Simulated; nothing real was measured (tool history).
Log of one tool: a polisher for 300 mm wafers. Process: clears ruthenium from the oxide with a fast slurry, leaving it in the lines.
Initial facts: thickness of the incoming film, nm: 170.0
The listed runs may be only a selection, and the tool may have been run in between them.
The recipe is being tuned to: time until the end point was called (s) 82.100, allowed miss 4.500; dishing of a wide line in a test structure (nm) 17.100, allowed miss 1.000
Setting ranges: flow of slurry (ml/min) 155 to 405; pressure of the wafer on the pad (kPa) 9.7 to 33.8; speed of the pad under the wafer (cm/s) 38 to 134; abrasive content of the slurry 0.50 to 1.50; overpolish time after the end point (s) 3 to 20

| run | hour | flow of slurry (ml/min) | pressure of the wafer on the pad (kPa) | speed of the pad under the wafer (cm/s) | abrasive content of the slurry | overpolish time after the end point (s) | time until the end point was called (s) | dishing of a wide line in a test structure (nm) |
|---|---|---|---|---|---|---|---|---|
| 1 | 0.0 | 260 | 21.4 | 86 | 1.00 | 10 | 57.016 | 24.271 |
| 2 | 3.9 | 260 | 21.4 | 98 | 1.00 | 10 | 49.739 | 27.138 |
| 3 | 7.7 | 260 | 20.0 | 98 | 1.00 | 10 | 52.623 | 25.018 |
| 4 | 15.3 | 295 | 20.0 | 98 | 1.00 | 10 | 52.385 | 26.306 |
| 5 | 20.7 | 330 | 20.0 | 98 | 1.00 | 10 | 52.937 | 25.927 |
| 6 | 26.1 | 330 | 20.0 | 90 | 1.00 | 10 | 55.079 | 24.384 |
| 7 | 31.8 | 330 | 18.6 | 90 | 1.00 | 10 | 58.255 | 22.809 |
| 8 | 38.7 | 330 | 17.2 | 90 | 1.00 | 10 | 64.228 | 20.913 |
| 9 | 42.7 | 330 | 16.5 | 90 | 1.00 | 10 | 66.946 | 20.706 |
| 10 | 49.4 | 330 | 15.9 | 90 | 1.00 | 10 | 69.850 | 19.986 |
| 11 | 57.6 | 330 | 15.2 | 90 | 1.00 | 10 | 72.043 | 19.021 |
| 12 | 65.4 | 330 | 14.5 | 90 | 1.00 | 10 | 75.469 | 18.514 |

Exactly one of the 5 candidate moves below puts every result within its allowed miss. Which one?
| A | 73.2 | 330 | 13.1 | 98 | 0.90 | 13 | ? | ? |
| B | 73.2 | 305 | 12.4 | 84 | 1.05 | 13 | ? | ? |
| C | 73.2 | 335 | 14.5 | 92 | 1.00 | 10 | ? | ? |
| D | 73.2 | 405 | 13.1 | 108 | 0.75 | 10 | ? | ? |
| E | 73.2 | 345 | 13.8 | 80 | 1.05 | 13 | ? | ? |

| move | time until the end point was called (s) | dishing of a wide line in a test structure (nm) |
|---|---|---|
| A | 80.815 | 21.791 |
| B | 90.998 | 19.541 |
| C | 73.325 | 18.720 |
| D | 81.904 | 16.889 |
| E | 85.460 | 20.704 |
A: the worst result of the last run now meets its target, but another is out of spec
B: the result that was furthest off in the last run now lies on the other side of its target
C: moves away from the targets compared with the last run
D: each result inside its tolerance
E: the worst result of the last run now meets its target, but another is out of spec
The move that meets every target is D.

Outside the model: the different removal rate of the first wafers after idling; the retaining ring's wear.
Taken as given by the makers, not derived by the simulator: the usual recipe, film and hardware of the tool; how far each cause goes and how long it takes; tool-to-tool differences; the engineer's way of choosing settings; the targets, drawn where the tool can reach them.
